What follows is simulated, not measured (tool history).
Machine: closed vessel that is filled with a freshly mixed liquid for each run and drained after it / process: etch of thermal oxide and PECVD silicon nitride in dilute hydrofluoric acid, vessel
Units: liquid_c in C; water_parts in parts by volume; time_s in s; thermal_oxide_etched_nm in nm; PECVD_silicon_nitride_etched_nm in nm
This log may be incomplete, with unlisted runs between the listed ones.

run	hour	liquid_c	water_parts	time_s	thermal_oxide_etched_nm	PECVD_silicon_nitride_etched_nm
1	0	24	50	65	5.7802	3.2214
2	8.3	24	50	55	4.9299	2.7357
3	14.3	23.5	45	60	5.8911	3.1782
4	21.2	23	40	60	6.4297	3.4616
5	25	23	30	60	8.6644	4.6009
6	27.6	23	30	50	7.2917	3.7728
7	35.2	23	30	55	8.1207	4.1632
8	38.1	23	30	55	8.0452	4.1265
9	42.8	23	30	55	8.0864	4.2265
10	50.4	23	30	55	8.0394	4.1678
11	57.3	22.5	25	60	10.233	5.2677
12	59.4	22	25	60	10.113	5.0733
13	61	21.5	25	60	9.8002	4.8535
14	64.9	21	20	65	13.233	6.37

What will run 15 give?
15	71.2	20.5	25	65	?	?

{"run 15": {"thermal_oxide_etched_nm": 10.373, "PECVD_silicon_nitride_etched_nm": 4.936}}

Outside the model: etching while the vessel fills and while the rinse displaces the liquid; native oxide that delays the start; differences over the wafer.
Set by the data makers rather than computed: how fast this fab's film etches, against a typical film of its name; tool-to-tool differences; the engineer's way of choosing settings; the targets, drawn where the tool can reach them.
